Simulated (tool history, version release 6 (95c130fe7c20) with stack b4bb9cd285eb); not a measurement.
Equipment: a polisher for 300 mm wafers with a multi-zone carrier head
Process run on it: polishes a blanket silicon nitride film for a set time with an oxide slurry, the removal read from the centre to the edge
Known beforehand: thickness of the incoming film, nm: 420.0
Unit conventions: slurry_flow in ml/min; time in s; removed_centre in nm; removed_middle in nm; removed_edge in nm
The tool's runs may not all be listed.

run    day  slurry_flow  centre_zone  middle_zone  edge_zone  slurry_solids  time  removed_centre  removed_middle  removed_edge
  1      0          265            1            1          1              1    48           35.91          36.951        38.147
  2  0.312          265            1            1          1              1    41          30.531          31.447        32.507
  3  0.433          210            1            1          1              1    41          29.522          31.129        32.388
  4  0.679          210            1         1.03          1              1    41          29.647          31.386        31.476
  5  0.962          210            1         1.03          1              1    31          22.367          24.577        24.249
  6  1.275          215         1.04            1       1.03            1.1    31          23.943          24.228        25.138
  7  1.525          225         1.05         0.97       1.04           1.25    32           26.13          25.305        27.978
     1.608  -- centre zone pressure recalibrated
  8  1.608          240         1.07         0.96       1.05           1.35    32          30.022          26.983        28.798

The next listed run, before its measurement:
  9  1.912          240         1.06         0.94       1.07            1.4    32               ?               ?             ?

removed_centre: 29.785 nm
removed_middle: 25.627 nm
removed_edge: 29.513 nm
